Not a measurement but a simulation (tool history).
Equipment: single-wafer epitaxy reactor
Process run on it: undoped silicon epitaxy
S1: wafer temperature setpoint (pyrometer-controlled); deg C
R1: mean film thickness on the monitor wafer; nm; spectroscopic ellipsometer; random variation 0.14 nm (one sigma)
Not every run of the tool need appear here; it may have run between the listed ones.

Run 1, hour 0: S1 630 deg C, deposition time (s) 294. Result: R1 29.483 nm.
Run 2, hour 8.8: S1 630 deg C, deposition time (s) 272. Result: R1 27.251 nm.
Run 3, hour 15: S1 630 deg C, deposition time (s) 314. Result: R1 31.457 nm.
Run 4, hour 19.7: S1 640 deg C, deposition time (s) 314. Result: R1 40.727 nm.
Run 5, hour 20.2: S1 647 deg C, deposition time (s) 314. Result: R1 48.432 nm.
Run 6, hour 22.7: S1 646 deg C, deposition time (s) 314. Result: R1 47.038 nm.
Run 7, hour 30.6: S1 645 deg C, deposition time (s) 314. Result: R1 45.892 nm.

The next listed run, before its measurement:
Run 8, hour 32.5: S1 644 deg C, deposition time (s) 314. Result: R1 ?.

Run 8 yielded R1 45.05 nm.

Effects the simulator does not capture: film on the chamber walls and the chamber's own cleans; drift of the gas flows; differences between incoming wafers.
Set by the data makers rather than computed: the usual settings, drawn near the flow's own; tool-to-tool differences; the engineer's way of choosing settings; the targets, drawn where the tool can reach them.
